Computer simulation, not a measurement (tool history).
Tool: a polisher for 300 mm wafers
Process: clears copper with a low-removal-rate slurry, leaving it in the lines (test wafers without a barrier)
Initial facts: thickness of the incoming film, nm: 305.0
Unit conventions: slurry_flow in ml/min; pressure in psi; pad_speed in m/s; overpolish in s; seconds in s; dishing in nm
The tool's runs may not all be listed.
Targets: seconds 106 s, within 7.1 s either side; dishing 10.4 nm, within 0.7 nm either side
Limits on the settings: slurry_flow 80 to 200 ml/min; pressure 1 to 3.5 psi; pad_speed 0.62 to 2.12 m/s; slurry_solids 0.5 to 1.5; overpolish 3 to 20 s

run  hour  slurry_flow  pressure  pad_speed  slurry_solids  overpolish  seconds  dishing
  1     0          130       2.2       1.36              1          10   99.401   20.705
  2   6.2          130       2.7       1.36              1          10   78.212   25.216
  3  12.2          130       2.7       1.36           1.15          10   77.098   25.853
  4  14.6          130       2.7       1.36           1.15           6   77.964   16.872
  5  16.2          130       2.6       1.36           1.15           6   80.389    15.96
  6  19.7          130       2.5       1.36           1.15           6   83.973   15.503
  7  28.4          130       2.4       1.36           1.15           6   87.324   14.405
  8  32.8          130       2.3       1.36           1.15           6   91.511   14.361
  9  37.5          130       2.2       1.36           1.15           6   94.958     13.6

Of the 4 settings listed for the next run, only one would bring every result within its allowed miss of target. Which one?
  A  42.2          160       2.5       1.28           1.05           4        ?        ?
  B  42.2          180       2.5          1           1.15           5        ?        ?
  C  42.2          140       2.4       1.38            1.1           4        ?        ?
  D  42.2          150       2.5       1.58           0.95           3        ?        ?

move  seconds  dishing
   A   84.139   10.347
   B   102.51     10.6
   C   82.093   10.584
   D   71.098   9.2413
A: puts the biggest miss on target and leaves a different result outside tolerance
B: every result within its allowed miss
C: puts the biggest miss on target and leaves a different result outside tolerance
D: moves the result that the last run missed by most past its target, out the other side
B is the move that brings every result within its allowed miss.
